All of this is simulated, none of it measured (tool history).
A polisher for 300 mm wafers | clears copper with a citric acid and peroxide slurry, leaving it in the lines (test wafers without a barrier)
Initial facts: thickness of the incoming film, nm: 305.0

run,hour,flow of slurry (ml/min),pressure of the wafer on the pad (psi),speed of the pad under the wafer (cm/s),abrasive content of the slurry,overpolish time after the end point (s),time until the end point was called (s),dishing of a wide line in a test structure (angstrom)
1,0.0,170,2.3,118,1.0,18,130.69,332.070
2,0.9,170,2.3,90,1.0,18,154.41,280.050
3,2.3,170,1.9,90,1.0,18,191.06,233.070
4,4.9,170,2.4,90,1.0,18,147.16,289.160
5,8.4,175,2.2,88,1.0,17,162.45,255.890
6,13.3,175,2.2,88,1.0,25,162.34,350.950
7,13.9,180,2.1,82,1.0,22,176.70,297.300
8,21.2,185,2.0,80,1.0,20,186.76,248.410
9,25.0,195,1.9,78,1.0,19,204.44,222.750
10,28.8,190,1.5,76,1.0,10,261.15,99.671
11,32.2,190,1.5,76,1.0,11,261.92,109.780
12,41.1,185,1.5,76,1.0,12,253.43,114.250
13,45.3,190,1.5,76,1.0,15,265.26,143.200
14,46.5,190,1.6,72,1.0,14,246.58,140.820

Run 15 is up next; what results do you expect?
15,49.7,190,1.6,70,1.0,12,?,?

time until the end point was called (s): 258.48
dishing of a wide line in a test structure (angstrom): 116.460
